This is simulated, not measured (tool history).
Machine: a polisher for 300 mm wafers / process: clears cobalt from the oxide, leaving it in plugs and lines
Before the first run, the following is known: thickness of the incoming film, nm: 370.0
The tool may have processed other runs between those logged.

run	hour	flow of slurry (ml/min)	pressure of the wafer on the pad (psi)	speed of the pad under the wafer (m/s)	overpolish time after the end point (s)	time until the end point was called (s)	dishing of a wide line in a test structure (nm)
1	0.0	240	2.4	0.76	16	82.345	36.352
2	4.6	235	2.5	0.76	13	81.038	33.098
3	13.0	215	2.8	0.72	11	76.840	30.068
4	17.5	200	3.0	0.70	10	73.670	30.223
5	19.1	255	3.0	0.70	10	72.567	30.779
6	26.0	230	3.2	0.68	9	70.572	28.104
# hour 28.5: head pressure recalibrated
7	28.5	210	3.3	0.66	8	63.281	28.937

Run 8 comes next. What will it give?
8	30.8	280	3.3	0.84	5	?	?

{"run 8": {"time until the end point was called (s)": 47.6, "dishing of a wide line in a test structure (nm)": 25.223}}
